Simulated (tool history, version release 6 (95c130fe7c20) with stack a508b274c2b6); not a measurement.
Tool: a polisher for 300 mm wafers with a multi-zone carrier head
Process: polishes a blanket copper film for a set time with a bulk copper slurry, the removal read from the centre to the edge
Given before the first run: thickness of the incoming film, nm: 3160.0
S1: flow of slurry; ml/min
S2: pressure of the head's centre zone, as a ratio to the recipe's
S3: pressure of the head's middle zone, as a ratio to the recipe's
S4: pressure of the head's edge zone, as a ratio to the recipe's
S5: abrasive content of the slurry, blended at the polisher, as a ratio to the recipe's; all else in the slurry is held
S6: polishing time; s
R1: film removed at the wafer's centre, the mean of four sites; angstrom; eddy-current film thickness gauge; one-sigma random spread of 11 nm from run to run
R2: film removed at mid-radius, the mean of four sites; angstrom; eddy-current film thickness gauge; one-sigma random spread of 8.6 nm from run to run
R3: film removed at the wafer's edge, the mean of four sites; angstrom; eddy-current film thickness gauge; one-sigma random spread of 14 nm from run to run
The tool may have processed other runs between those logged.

run 1 hour=0.0 | S1=270 S2=1.00 S3=1.00 S4=1.00 S5=1.00 S6=60 | R1=6318.1 R2=6555.5 R3=6627.2
run 2 hour=3.9 | S1=270 S2=1.00 S3=1.03 S4=1.00 S5=1.00 S6=60 | R1=6340.7 R2=6623.2 R3=6723.8
run 3 hour=5.3 | S1=270 S2=1.00 S3=1.03 S4=1.03 S5=1.00 S6=60 | R1=6466.5 R2=6705.0 R3=6609.9
run 4 hour=11.5 | S1=270 S2=1.01 S3=1.02 S4=1.03 S5=1.10 S6=64 | R1=7081.6 R2=7178.2 R3=7286.6
run 5 hour=19.6 | S1=270 S2=1.01 S3=1.02 S4=1.03 S5=1.25 S6=64 | R1=7105.3 R2=7311.4 R3=7493.4
run 6 hour=22.0 | S1=275 S2=1.03 S3=1.03 S4=1.04 S5=1.30 S6=66 | R1=7767.5 R2=7801.9 R3=7764.7
run 7 hour=28.2 | S1=275 S2=1.03 S3=1.03 S4=1.04 S5=1.30 S6=66 | R1=7714.8 R2=7714.2 R3=7648.6
run 8 hour=35.2 | S1=270 S2=1.03 S3=1.02 S4=1.05 S5=1.35 S6=69 | R1=8027.9 R2=7993.8 R3=8085.3
run 9 hour=38.4 | S1=275 S2=1.04 S3=1.02 S4=1.06 S5=1.40 S6=71 | R1=8594.2 R2=8456.7 R3=8412.2

Expected results for the next run?
run 10 hour=42.3 | S1=275 S2=1.04 S3=1.02 S4=1.06 S5=1.40 S6=71 | R1=? R2=? R3=?

R1: 8351.7 angstrom
R2: 8470.0 angstrom
R3: 8585.7 angstrom
